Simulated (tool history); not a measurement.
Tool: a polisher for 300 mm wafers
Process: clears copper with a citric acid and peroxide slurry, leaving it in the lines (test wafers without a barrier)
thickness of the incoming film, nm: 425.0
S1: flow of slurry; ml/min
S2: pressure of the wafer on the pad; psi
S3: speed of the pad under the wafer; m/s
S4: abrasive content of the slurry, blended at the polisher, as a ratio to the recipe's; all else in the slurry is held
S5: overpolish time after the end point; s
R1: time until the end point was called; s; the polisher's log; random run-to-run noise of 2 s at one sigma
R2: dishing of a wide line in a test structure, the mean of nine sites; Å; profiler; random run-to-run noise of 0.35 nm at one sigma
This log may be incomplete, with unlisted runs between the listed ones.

run 1 hour=0.0 | S1=185 S2=4.0 S3=1.08 S4=1.0 S5=28 | R1=154.34 R2=462.65
run 2 hour=6.0 | S1=185 S2=3.4 S3=1.08 S4=1.0 S5=25 | R1=182.80 R2=363.19
run 3 hour=13.1 | S1=145 S2=3.4 S3=1.08 S4=1.0 S5=25 | R1=184.17 R2=358.20
run 4 hour=14.4 | S1=145 S2=3.0 S3=1.08 S4=1.0 S5=23 | R1=212.10 R2=305.38
run 5 hour=17.6 | S1=145 S2=2.8 S3=1.08 S4=1.0 S5=21 | R1=226.44 R2=261.47
run 6 hour=24.5 | S1=145 S2=2.8 S3=1.22 S4=1.0 S5=21 | R1=201.79 R2=288.76
run 7 hour=31.9 | S1=145 S2=2.6 S3=1.22 S4=1.0 S5=21 | R1=214.50 R2=273.06
run 8 hour=34.1 | S1=145 S2=2.4 S3=1.22 S4=1.0 S5=21 | R1=233.17 R2=250.65
run 9 hour=38.6 | S1=145 S2=2.3 S3=1.22 S4=1.0 S5=21 | R1=239.85 R2=252.74

Run 10 is up next; what results do you expect?
run 10 hour=41.7 | S1=140 S2=2.2 S3=1.22 S4=1.0 S5=18 | R1=? R2=?

{"run 10": {"R1": 252.96, "R2": 201.52}}
